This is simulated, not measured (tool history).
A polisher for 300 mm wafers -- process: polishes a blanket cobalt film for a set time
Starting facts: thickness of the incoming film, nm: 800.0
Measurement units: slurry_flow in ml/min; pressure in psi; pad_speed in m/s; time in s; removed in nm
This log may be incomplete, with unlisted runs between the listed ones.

run    day  slurry_flow  pressure  pad_speed  time  removed
  1  0.000          230       1.9       0.86    21   81.772
  2  0.062          230       1.8       0.86    21   78.231
  3  0.258          230       1.8       0.86    21   77.359
  4  0.350          230       1.7       0.86    21   73.864
  5  0.717          230       2.2       0.86    21   95.388
  6  1.062          185       2.2       0.86    21   93.566
  7  1.154          185       2.0       0.86    21   83.468
  8  1.408          180       1.9       0.86    21   80.539
  9  1.446          180       1.8       0.86    21   77.046

Forecast run 10:
 10  1.579          175       1.4       0.86    21        ?

{"run 10": {"removed": 60.196}}

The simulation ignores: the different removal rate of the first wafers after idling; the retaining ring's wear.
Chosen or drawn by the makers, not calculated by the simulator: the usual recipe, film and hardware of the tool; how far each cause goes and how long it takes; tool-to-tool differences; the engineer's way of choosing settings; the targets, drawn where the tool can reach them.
